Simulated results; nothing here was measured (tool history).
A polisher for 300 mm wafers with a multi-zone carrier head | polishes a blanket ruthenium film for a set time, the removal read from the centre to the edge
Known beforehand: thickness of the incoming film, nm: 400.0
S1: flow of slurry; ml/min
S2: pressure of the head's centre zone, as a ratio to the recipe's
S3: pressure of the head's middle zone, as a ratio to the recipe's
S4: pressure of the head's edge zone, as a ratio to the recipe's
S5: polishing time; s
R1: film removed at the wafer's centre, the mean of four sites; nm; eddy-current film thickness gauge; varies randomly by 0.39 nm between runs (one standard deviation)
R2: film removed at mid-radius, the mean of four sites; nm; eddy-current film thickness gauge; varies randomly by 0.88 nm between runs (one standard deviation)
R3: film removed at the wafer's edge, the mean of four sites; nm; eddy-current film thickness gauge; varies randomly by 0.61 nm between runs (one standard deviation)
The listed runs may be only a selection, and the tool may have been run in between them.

run 1 hour=0.0 | S1=185 S2=1.00 S3=1.00 S4=1.00 S5=38 | R1=43.546 R2=44.318 R3=45.230
run 2 hour=6.3 | S1=190 S2=0.98 S3=1.03 S4=1.03 S5=40 | R1=44.523 R2=47.724 R3=47.956
run 3 hour=12.9 | S1=190 S2=0.98 S3=1.00 S4=1.03 S5=40 | R1=44.602 R2=45.383 R3=48.941
run 4 hour=21.0 | S1=190 S2=0.98 S3=0.92 S4=1.03 S5=40 | R1=44.837 R2=43.915 R3=48.675
run 5 hour=28.1 | S1=195 S2=0.96 S3=0.97 S4=1.03 S5=42 | R1=46.670 R2=47.994 R3=50.412
run 6 hour=37.1 | S1=235 S2=0.96 S3=0.97 S4=1.03 S5=42 | R1=47.808 R2=48.474 R3=52.506
run 7 hour=42.3 | S1=230 S2=0.94 S3=1.01 S4=1.04 S5=44 | R1=49.188 R2=54.122 R3=53.998
run 8 hour=43.4 | S1=235 S2=0.92 S3=1.02 S4=1.07 S5=45 | R1=48.707 R2=55.171 R3=56.853
run 9 hour=51.8 | S1=240 S2=0.92 S3=1.05 S4=1.09 S5=46 | R1=50.501 R2=58.738 R3=57.207
run 10 hour=56.7 | S1=240 S2=0.90 S3=1.05 S4=1.10 S5=47 | R1=50.034 R2=59.241 R3=59.856
run 11 hour=65.2 | S1=240 S2=0.90 S3=1.07 S4=1.11 S5=48 | R1=51.605 R2=61.535 R3=61.554

For run 12, what comes out?
run 12 hour=71.1 | S1=240 S2=0.89 S3=1.09 S4=1.12 S5=49 | R1=? R2=? R3=?

{"run 12": {"R1": 52.098, "R2": 63.976, "R3": 62.593}}
